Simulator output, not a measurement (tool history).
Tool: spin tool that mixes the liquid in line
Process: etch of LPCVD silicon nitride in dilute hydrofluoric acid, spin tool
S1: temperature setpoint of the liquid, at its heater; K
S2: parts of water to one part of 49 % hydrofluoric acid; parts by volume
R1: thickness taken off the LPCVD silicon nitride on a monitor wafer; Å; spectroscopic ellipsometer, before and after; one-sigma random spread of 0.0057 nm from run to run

Run 1, day 0.000: S1 294.15 K, S2 50 parts by volume, time under the liquid (s) 75. Result: R1 5.6046 Å.
Run 2, day 0.279: S1 293.15 K, S2 55 parts by volume, time under the liquid (s) 75. Result: R1 4.7854 Å.
Run 3, day 0.383: S1 293.15 K, S2 40 parts by volume, time under the liquid (s) 75. Result: R1 6.6572 Å.
Run 4, day 0.538: S1 294.65 K, S2 40 parts by volume, time under the liquid (s) 75. Result: R1 7.7038 Å.
Run 5, day 0.846: S1 293.15 K, S2 50 parts by volume, time under the liquid (s) 75. Result: R1 5.1664 Å.
Run 6, day 1.008: S1 296.65 K, S2 50 parts by volume, time under the liquid (s) 75. Result: R1 6.9357 Å.
Run 7, day 1.100: S1 294.65 K, S2 55 parts by volume, time under the liquid (s) 75. Result: R1 5.4682 Å.
Run 8, day 1.396: S1 293.15 K, S2 60 parts by volume, time under the liquid (s) 75. Result: R1 4.3907 Å.
Run 9, day 1.692: S1 292.15 K, S2 65 parts by volume, time under the liquid (s) 75. Result: R1 3.8486 Å.
Run 10, day 1.721: S1 291.65 K, S2 70 parts by volume, time under the liquid (s) 75. Result: R1 3.5879 Å.
Run 11, day 1.854: S1 291.15 K, S2 70 parts by volume, time under the liquid (s) 75. Result: R1 3.3790 Å.

The next listed run, before its measurement:
Run 12, day 2.058: S1 290.65 K, S2 70 parts by volume, time under the liquid (s) 75. Result: R1 ?.

R1: 3.2853 Å

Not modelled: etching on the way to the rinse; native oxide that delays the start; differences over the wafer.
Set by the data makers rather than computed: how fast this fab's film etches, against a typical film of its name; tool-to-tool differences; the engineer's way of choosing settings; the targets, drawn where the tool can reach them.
